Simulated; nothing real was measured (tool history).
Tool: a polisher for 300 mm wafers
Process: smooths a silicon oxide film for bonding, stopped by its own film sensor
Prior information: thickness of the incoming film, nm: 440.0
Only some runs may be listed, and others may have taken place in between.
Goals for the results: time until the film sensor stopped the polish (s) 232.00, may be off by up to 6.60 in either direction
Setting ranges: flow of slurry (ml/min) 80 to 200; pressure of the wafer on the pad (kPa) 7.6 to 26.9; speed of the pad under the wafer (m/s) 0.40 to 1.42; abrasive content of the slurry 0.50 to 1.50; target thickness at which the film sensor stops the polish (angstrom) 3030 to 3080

run  hour  flow of slurry (ml/min)  pressure of the wafer on the pad (kPa)  speed of the pad under the wafer (m/s)  abrasive content of the slurry  target thickness at which the film sensor stops the polish (angstrom)  time until the film sensor stopped the polish (s)
  1   0.0                      130                                    17.2                                    0.90                            1.00                                                                   3080                                             139.64
  2   1.4                      125                                    15.2                                    0.90                            1.00                                                                   3080                                             159.27
  3   8.8                      125                                    15.2                                    0.90                            0.80                                                                   3080                                             185.70
  4  16.2                      125                                    15.2                                    1.10                            0.80                                                                   3080                                             160.26
  5  25.0                      120                                    13.8                                    1.10                            0.80                                                                   3080                                             176.52
  6  31.9                      120                                    13.8                                    1.10                            0.90                                                                   3080                                             162.03
  7  39.8                      115                                    12.4                                    1.10                            0.90                                                                   3080                                             180.51
  8  40.8                      110                                    11.7                                    1.10                            0.90                                                                   3080                                             191.33
  9  42.2                      110                                    11.7                                    1.10                            0.90                                                                   3080                                             194.57
 10  47.0                      105                                    11.0                                    1.10                            0.90                                                                   3080                                             204.12

Consider the 5 candidate settings below. Which is the only one whose results all fall within their allowed miss of target?
  A  51.8                       90                                    13.1                                    1.10                            0.95                                                                   3080                                                  ?
  B  51.8                       85                                    14.5                                    1.00                            0.75                                                                   3030                                                  ?
  C  51.8                      105                                     9.7                                    1.06                            1.00                                                                   3030                                                  ?
  D  51.8                      115                                    13.1                                    1.08                            0.85                                                                   3080                                                  ?
  E  51.8                       95                                     9.7                                    1.26                            0.95                                                                   3080                                                  ?

move  time until the film sensor stopped the polish (s)
   A                                             175.41
   B                                             218.91
   C                                             232.67
   D                                             181.10
   E                                             207.39
A: moves away from the targets compared with the last run
B: gains on the last run, yet a result remains outside its allowed miss
C: hits every target within its allowed miss
D: moves away from the targets compared with the last run
E: gains on the last run, yet a result remains outside its allowed miss
Correct choice: C, which meets every target
